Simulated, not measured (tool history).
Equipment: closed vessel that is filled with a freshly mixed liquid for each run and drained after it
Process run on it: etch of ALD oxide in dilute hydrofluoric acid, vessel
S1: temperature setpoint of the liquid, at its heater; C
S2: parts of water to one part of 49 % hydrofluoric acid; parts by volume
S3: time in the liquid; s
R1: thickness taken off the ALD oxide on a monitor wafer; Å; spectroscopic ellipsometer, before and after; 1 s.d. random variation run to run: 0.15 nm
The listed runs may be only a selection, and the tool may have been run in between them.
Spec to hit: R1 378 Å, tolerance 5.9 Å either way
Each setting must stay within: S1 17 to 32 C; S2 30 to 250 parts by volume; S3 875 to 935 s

run	day	S1	S2	S3	R1
1	0	24	140	875	568.03
2	0.371	24	140	875	564.63
3	0.621	24	140	875	568.73
4	0.829	24	140	935	608.89
5	1.075	24	140	935	609.07
6	1.438	22.5	145	935	548.86
7	1.496	21	150	935	495.19
8	1.525	20	155	935	457.54
# day 1.625: thermometer replaced
9	1.625	19.5	155	935	493.17
10	1.762	19	160	935	466.21

4 next moves are on the table. One of them brings every result within its allowed miss. Which?
A	1.9	17.5	180	880	?
B	1.9	18	115	895	?
C	1.9	19	170	875	?
D	1.9	19.5	185	885	?

move	R1
A	361.25
B	625.98
C	407.73
D	380.8
A: carries the result that was furthest off beyond its target, to the other side
B: moves away from the targets compared with the last run
C: nearer the targets than the last run, but a result is still out of spec
D: meets every target
D is the move that brings every result within its allowed miss.
